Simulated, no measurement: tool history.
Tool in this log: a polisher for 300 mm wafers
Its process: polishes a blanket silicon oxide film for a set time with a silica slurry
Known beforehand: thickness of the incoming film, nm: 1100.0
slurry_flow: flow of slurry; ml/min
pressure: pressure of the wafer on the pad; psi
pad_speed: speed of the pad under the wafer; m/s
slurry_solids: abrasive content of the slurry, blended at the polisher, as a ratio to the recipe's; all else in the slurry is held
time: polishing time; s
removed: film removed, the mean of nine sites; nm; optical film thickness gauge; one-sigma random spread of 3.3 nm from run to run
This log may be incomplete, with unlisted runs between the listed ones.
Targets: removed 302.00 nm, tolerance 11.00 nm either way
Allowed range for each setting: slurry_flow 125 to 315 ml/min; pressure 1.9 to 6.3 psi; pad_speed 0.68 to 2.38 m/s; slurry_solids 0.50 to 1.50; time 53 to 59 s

run	hour	slurry_flow	pressure	pad_speed	slurry_solids	time	removed
1	0.0	205	4.1	1.52	1.00	59	188.36
2	1.3	205	5.1	1.52	1.00	59	235.62
3	9.6	205	5.3	1.52	1.00	59	234.74
4	10.5	205	5.9	1.52	1.00	59	263.63
5	13.3	205	6.0	1.54	1.00	59	271.80
6	14.6	205	6.1	1.56	1.00	59	278.48
7	18.4	205	6.1	1.58	1.00	59	281.59
8	25.1	205	6.1	1.60	1.00	59	286.82
9	26.1	210	6.2	1.62	1.00	59	285.67

Which single option among these 4 for the next run brings every result within its allowed miss of target? Just one does.
A	27.1	180	6.2	1.92	0.85	53	?
B	27.1	240	6.3	1.44	1.25	54	?
C	27.1	190	6.2	1.70	0.85	58	?
D	27.1	160	6.0	1.80	1.10	58	?

move	removed
A	269.37
B	288.29
C	270.35
D	307.85
A: further off than the last run
B: closes in on the targets versus the last run, not all within tolerance yet
C: further off than the last run
D: meets every target
So the answer is move D, the one that meets all the targets.
